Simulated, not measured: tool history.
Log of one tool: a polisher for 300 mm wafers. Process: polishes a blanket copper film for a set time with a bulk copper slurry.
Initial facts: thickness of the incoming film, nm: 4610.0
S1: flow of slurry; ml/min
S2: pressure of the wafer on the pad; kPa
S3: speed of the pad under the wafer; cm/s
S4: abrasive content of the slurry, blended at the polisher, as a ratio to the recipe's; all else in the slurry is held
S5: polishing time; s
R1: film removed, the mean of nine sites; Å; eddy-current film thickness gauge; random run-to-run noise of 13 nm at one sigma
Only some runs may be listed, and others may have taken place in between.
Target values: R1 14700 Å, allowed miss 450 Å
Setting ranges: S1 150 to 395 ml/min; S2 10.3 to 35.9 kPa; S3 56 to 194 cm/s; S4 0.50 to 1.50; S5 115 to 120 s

run	hour	S1	S2	S3	S4	S5	R1
1	0.0	250	22.8	124	1.00	115	12425
2	7.1	250	22.8	124	1.00	120	13141
3	12.3	255	23.4	124	1.00	120	13471
4	14.7	255	24.1	124	1.00	120	13905
5	18.8	255	29.0	124	1.00	120	16765
6	20.9	255	28.3	124	1.00	120	16143
7	29.1	255	27.6	124	1.00	120	15829
8	37.3	255	26.9	124	1.00	120	15242

Exercise: of the 5 proposed moves below, exactly one satisfies all targets within the stated allowed misses. Which move is it?
A	45.5	325	26.2	130	0.90	115	?
B	45.5	305	27.6	118	1.10	120	?
C	45.5	300	25.5	140	0.90	119	?
D	45.5	260	26.2	128	1.05	120	?
E	45.5	370	28.3	130	0.95	115	?

move	R1
A	14867
B	15771
C	15672
D	15507
E	16292
A: all results land within tolerance of their targets
B: further off than the last run
C: further off than the last run
D: further off than the last run
E: further off than the last run
The move that meets every target is A.
